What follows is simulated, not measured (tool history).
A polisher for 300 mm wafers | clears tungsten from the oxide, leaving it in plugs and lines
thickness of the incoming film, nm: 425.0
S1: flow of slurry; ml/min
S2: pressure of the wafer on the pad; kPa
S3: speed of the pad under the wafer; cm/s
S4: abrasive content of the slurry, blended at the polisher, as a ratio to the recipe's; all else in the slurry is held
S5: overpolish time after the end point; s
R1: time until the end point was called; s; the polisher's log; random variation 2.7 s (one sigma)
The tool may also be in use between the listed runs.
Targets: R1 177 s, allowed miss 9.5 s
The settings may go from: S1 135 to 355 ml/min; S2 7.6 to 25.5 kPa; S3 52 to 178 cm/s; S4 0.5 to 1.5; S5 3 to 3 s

| run | day | S1 | S2 | S3 | S4 | S5 | R1 |
|---|---|---|---|---|---|---|---|
| 1 | 0 | 225 | 16.5 | 114 | 1 | 3 | 118.86 |
| 2 | 0.096 | 225 | 15.2 | 112 | 1 | 3 | 133.13 |
| 3 | 0.412 | 225 | 14.5 | 112 | 1 | 3 | 137.81 |
| 4 | 0.454 | 225 | 14.5 | 112 | 0.9 | 3 | 143.03 |
| 5 | 0.667 | 225 | 14.5 | 112 | 0.8 | 3 | 142.63 |
| 6 | 0.958 | 225 | 14.5 | 112 | 0.7 | 3 | 148.38 |
| 7 | 1.229 | 225 | 13.8 | 112 | 0.7 | 3 | 156.58 |
| 8 | 1.471 | 225 | 13.1 | 112 | 0.7 | 3 | 158.71 |

4 next moves are on the table. One of them brings every result within its allowed miss. Which?
| A | 1.712 | 260 | 13.8 | 110 | 0.75 | 3 | ? |
| B | 1.712 | 245 | 11 | 138 | 0.7 | 3 | ? |
| C | 1.712 | 250 | 15.2 | 94 | 0.6 | 3 | ? |
| D | 1.712 | 155 | 13.1 | 128 | 0.5 | 3 | ? |

| move | R1 |
|---|---|
| A | 153.77 |
| B | 150.27 |
| C | 176.35 |
| D | 164.97 |
A: further off than the last run
B: further off than the last run
C: meets every target
D: nearer than the last run, and not there yet
Answer: C
